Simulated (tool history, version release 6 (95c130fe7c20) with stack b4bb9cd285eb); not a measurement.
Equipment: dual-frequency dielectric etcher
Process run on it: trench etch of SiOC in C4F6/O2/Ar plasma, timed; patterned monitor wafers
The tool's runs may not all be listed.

run	hour	source power (W)	bias power (W)	etch time (s)	mean etch depth across the wafer (angstrom)
1	0	480	228	26.5	668.87
2	5.3	480	188	26.5	612.4
3	10.4	480	188	26.5	618.17
4	13.2	520	198	26.5	661.63
5	19.5	520	216	26.5	693.63
6	25.6	540	217	26.5	703.34
7	34.5	560	218	26.5	716.57

The next listed run, before its measurement:
8	35.8	570	219	26.5	?

{"run 8": {"mean etch depth across the wafer (angstrom)": 733.14}}

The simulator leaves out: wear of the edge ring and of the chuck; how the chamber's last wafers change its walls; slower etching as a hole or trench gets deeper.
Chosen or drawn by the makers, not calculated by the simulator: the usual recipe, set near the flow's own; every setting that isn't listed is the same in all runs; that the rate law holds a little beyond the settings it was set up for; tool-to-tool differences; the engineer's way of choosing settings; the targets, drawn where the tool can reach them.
